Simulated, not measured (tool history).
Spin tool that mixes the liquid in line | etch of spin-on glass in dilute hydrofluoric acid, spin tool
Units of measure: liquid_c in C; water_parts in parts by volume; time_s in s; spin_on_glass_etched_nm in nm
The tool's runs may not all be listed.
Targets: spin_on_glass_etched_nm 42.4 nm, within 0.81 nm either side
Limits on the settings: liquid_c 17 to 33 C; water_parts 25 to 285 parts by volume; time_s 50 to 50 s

run,day,liquid_c,water_parts,time_s,spin_on_glass_etched_nm
1,0,25,155,50,11.138
2,0.096,22,155,50,9.9123
3,0.467,22,155,50,9.9955
4,0.633,22,155,50,9.9065
5,0.942,23.5,135,50,12.436
6,1.304,25,120,50,15.057
7,1.612,26,110,50,17.378
8,1.838,27,100,50,20.153
# day 1.862: hydrofluoric acid flow meter replaced
9,1.862,28,90,50,25.739
10,2.117,28.5,90,50,26.294
11,2.446,29,90,50,26.681
12,2.558,29.5,85,50,28.95
13,2.746,30,85,50,29.713
14,3.046,30.5,80,50,32.576
15,3.1,31,80,50,32.726
16,3.438,31.5,80,50,33.401
17,3.596,32.5,70,50,40.344
18,3.85,33,70,50,40.886
19,4.1,33,65,50,44.34
20,4.271,32.5,65,50,44.076

Which single option among these 4 for the next run brings every result within its allowed miss of target? Just one does.
A,4.442,33,65,50,?
B,4.442,31.5,60,50,?
C,4.442,30.5,60,50,?
D,4.442,31.5,65,50,?

move,spin_on_glass_etched_nm
A,44.643
B,46.044
C,44.303
D,42.172
A: moves away from the targets compared with the last run
B: moves away from the targets compared with the last run
C: moves away from the targets compared with the last run
D: every result within its allowed miss
D meets every target.
